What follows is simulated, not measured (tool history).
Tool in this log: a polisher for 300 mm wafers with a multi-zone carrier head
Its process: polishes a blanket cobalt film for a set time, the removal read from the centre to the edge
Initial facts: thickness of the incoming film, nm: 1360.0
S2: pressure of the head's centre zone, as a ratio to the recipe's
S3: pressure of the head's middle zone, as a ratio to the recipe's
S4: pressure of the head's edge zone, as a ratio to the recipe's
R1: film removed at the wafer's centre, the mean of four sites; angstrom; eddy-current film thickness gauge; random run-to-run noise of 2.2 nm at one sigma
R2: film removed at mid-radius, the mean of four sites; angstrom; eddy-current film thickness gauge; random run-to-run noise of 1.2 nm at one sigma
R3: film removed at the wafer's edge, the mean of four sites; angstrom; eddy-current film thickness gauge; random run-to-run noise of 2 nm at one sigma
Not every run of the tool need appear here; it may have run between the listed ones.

Run 1, hour 0.0: flow of slurry (ml/min) 170, S2 1.00, S3 1.00, S4 1.00, polishing time (s) 35. Result: R1 1555.8 angstrom, R2 1581.0 angstrom, R3 1583.9 angstrom.
Run 2, hour 6.8: flow of slurry (ml/min) 170, S2 1.00, S3 1.00, S4 1.04, polishing time (s) 35. Result: R1 1543.7 angstrom, R2 1582.2 angstrom, R3 1628.3 angstrom.
Run 3, hour 10.7: flow of slurry (ml/min) 185, S2 1.00, S3 1.00, S4 1.04, polishing time (s) 35. Result: R1 1548.9 angstrom, R2 1617.4 angstrom, R3 1662.1 angstrom.
Run 4, hour 14.1: flow of slurry (ml/min) 185, S2 1.03, S3 1.00, S4 1.04, polishing time (s) 35. Result: R1 1648.6 angstrom, R2 1612.4 angstrom, R3 1642.7 angstrom.
Run 5, hour 20.5: flow of slurry (ml/min) 200, S2 1.03, S3 1.01, S4 1.07, polishing time (s) 35. Result: R1 1618.3 angstrom, R2 1644.9 angstrom, R3 1676.2 angstrom.
Run 6, hour 28.8: flow of slurry (ml/min) 200, S2 1.03, S3 0.95, S4 1.07, polishing time (s) 35. Result: R1 1624.7 angstrom, R2 1564.5 angstrom, R3 1657.5 angstrom.
Run 7, hour 36.6: flow of slurry (ml/min) 205, S2 1.03, S3 0.98, S4 1.09, polishing time (s) 36. Result: R1 1698.6 angstrom, R2 1635.7 angstrom, R3 1741.0 angstrom.
Run 8, hour 38.0: flow of slurry (ml/min) 210, S2 1.02, S3 1.01, S4 1.10, polishing time (s) 36. Result: R1 1681.3 angstrom, R2 1686.6 angstrom, R3 1758.6 angstrom.
Run 9, hour 40.3: flow of slurry (ml/min) 215, S2 1.01, S3 1.03, S4 1.12, polishing time (s) 36. Result: R1 1680.5 angstrom, R2 1729.5 angstrom, R3 1750.7 angstrom.

Predict the results of run 10:
Run 10, hour 49.1: flow of slurry (ml/min) 215, S2 1.00, S3 1.03, S4 1.13, polishing time (s) 37. Result: R1 ?, R2 ?, R3 ?.

R1: 1726.0 angstrom
R2: 1766.3 angstrom
R3: 1864.2 angstrom
